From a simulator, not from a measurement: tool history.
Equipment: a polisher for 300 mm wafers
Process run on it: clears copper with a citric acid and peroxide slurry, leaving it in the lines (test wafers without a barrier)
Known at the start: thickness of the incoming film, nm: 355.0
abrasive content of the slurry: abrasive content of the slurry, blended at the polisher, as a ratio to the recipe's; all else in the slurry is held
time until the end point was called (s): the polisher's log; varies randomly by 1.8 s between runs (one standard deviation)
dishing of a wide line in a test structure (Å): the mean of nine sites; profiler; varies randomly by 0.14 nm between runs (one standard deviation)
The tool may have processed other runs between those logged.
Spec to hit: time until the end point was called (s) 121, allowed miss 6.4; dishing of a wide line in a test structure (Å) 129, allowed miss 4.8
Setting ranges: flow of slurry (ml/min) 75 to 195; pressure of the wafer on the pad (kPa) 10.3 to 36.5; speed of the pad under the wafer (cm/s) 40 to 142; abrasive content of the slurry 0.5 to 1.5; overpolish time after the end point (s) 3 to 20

run	hour	flow of slurry (ml/min)	pressure of the wafer on the pad (kPa)	speed of the pad under the wafer (cm/s)	abrasive content of the slurry	overpolish time after the end point (s)	time until the end point was called (s)	dishing of a wide line in a test structure (Å)
1	0	125	23.4	90	1	10	152.05	167.92
2	4	155	23.4	90	1	10	144.94	171.55
3	8.2	160	24.1	90	1	9	142.58	162.46
4	14.2	165	24.8	90	1	8	140.67	149.15
5	21.7	150	24.8	90	1	8	139.15	152.06
6	28.8	150	26.9	90	1	8	126.7	160.23
7	34.3	150	27.6	90	1	7	125.24	145.24
8	43.2	150	28.3	90	1	7	119.85	146.27

Consider the 4 candidate settings below. Which is the only one whose results all fall within their allowed miss of target?
A	52.1	160	26.2	84	1.15	6	?	?
B	52.1	155	25.5	86	1	6	?	?
C	52.1	115	22.8	92	1.5	6	?	?
D	52.1	145	30.3	88	0.9	6	?	?

move	time until the end point was called (s)	dishing of a wide line in a test structure (Å)
A	132.33	118.36
B	139.42	112.8
C	136.26	114.96
D	120.54	129.09
A: pushes the last run's worst result past its target
B: pushes the last run's worst result past its target
C: pushes the last run's worst result past its target
D: in spec on every target
The right move is D.
